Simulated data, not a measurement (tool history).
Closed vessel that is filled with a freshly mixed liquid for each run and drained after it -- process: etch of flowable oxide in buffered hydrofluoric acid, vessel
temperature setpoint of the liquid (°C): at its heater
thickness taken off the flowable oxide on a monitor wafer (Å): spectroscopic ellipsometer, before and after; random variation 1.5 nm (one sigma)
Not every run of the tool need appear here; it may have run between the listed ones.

| run | hour | temperature setpoint of the liquid (°C) | parts of 40 % ammonium fluoride to one part of 49 % hydrofluoric acid (parts by volume) | time in the liquid (s) | thickness taken off the flowable oxide on a monitor wafer (Å) |
|---|---|---|---|---|---|
| 1 | 0.0 | 25.0 | 14.5 | 85 | 2076.4 |
| 2 | 6.0 | 27.0 | 13.0 | 85 | 2563.2 |
| 3 | 7.0 | 27.0 | 13.0 | 85 | 2570.9 |
| 4 | 14.2 | 27.0 | 10.5 | 85 | 3164.7 |
| 5 | 22.4 | 27.0 | 8.5 | 85 | 3772.2 |
| 6 | 30.0 | 25.0 | 8.5 | 85 | 3386.6 |
| 7 | 31.6 | 26.0 | 8.5 | 85 | 3551.4 |
| 8 | 34.6 | 27.0 | 8.5 | 85 | 3777.4 |
| 9 | 36.9 | 27.5 | 8.5 | 85 | 3888.0 |
| 10 | 40.0 | 28.0 | 8.5 | 85 | 3993.8 |
| 11 | 47.1 | 28.0 | 8.5 | 85 | 3977.3 |

What will run 12 give?
| 12 | 51.3 | 28.5 | 8.5 | 85 | ? |

thickness taken off the flowable oxide on a monitor wafer (Å): 4082.5
